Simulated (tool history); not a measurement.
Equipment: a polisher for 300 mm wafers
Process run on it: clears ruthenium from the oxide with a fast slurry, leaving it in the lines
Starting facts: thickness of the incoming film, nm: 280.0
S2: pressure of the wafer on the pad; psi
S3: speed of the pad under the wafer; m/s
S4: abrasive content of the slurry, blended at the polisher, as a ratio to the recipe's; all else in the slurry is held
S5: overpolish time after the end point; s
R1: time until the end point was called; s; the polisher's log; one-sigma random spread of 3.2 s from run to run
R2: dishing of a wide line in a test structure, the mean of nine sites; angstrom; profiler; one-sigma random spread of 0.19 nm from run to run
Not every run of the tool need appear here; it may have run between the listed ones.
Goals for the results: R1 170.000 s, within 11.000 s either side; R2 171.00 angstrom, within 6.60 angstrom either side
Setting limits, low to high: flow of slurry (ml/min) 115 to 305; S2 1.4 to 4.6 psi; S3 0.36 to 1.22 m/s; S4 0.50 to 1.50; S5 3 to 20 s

run 1 hour=0.0 | flow_of_slurry_(ml/min)=195 S2=3.0 S3=0.78 S4=1.00 S5=10 | R1=89.483 R2=271.40
run 2 hour=8.3 | flow_of_slurry_(ml/min)=190 S2=2.4 S3=0.76 S4=1.00 S5=10 | R1=111.130 R2=222.22
run 3 hour=11.5 | flow_of_slurry_(ml/min)=190 S2=1.9 S3=0.76 S4=1.00 S5=10 | R1=134.280 R2=174.95
run 4 hour=14.6 | flow_of_slurry_(ml/min)=190 S2=1.9 S3=0.84 S4=1.00 S5=10 | R1=123.750 R2=190.28
run 5 hour=18.6 | flow_of_slurry_(ml/min)=190 S2=2.2 S3=0.84 S4=1.00 S5=10 | R1=107.600 R2=215.33
run 6 hour=24.8 | flow_of_slurry_(ml/min)=190 S2=1.9 S3=0.78 S4=1.00 S5=11 | R1=135.450 R2=199.77
run 7 hour=26.5 | flow_of_slurry_(ml/min)=190 S2=1.7 S3=0.78 S4=1.00 S5=11 | R1=145.060 R2=177.30
run 8 hour=34.0 | flow_of_slurry_(ml/min)=190 S2=1.6 S3=0.78 S4=1.00 S5=11 | R1=153.940 R2=168.46
run 9 hour=37.5 | flow_of_slurry_(ml/min)=190 S2=1.5 S3=0.78 S4=1.00 S5=11 | R1=169.640 R2=158.35

Exactly one of the 4 candidate moves below puts every result within its allowed miss. Which one?
run A hour=41.0 | flow_of_slurry_(ml/min)=160 S2=1.4 S3=0.78 S4=1.20 S5=10 | R1=? R2=?
run B hour=41.0 | flow_of_slurry_(ml/min)=200 S2=1.7 S3=0.70 S4=0.95 S5=10 | R1=? R2=?
run C hour=41.0 | flow_of_slurry_(ml/min)=210 S2=1.4 S3=0.78 S4=1.05 S5=12 | R1=? R2=?
run D hour=41.0 | flow_of_slurry_(ml/min)=170 S2=1.4 S3=0.78 S4=1.15 S5=10 | R1=? R2=?

move=A R1=164.380 R2=149.19
move=B R1=168.670 R2=145.54
move=C R1=170.100 R2=171.90
move=D R1=166.450 R2=147.41
A: moves away from the targets compared with the last run
B: moves away from the targets compared with the last run
C: each result inside its tolerance
D: moves away from the targets compared with the last run
So the answer is move C, the one that meets all the targets.
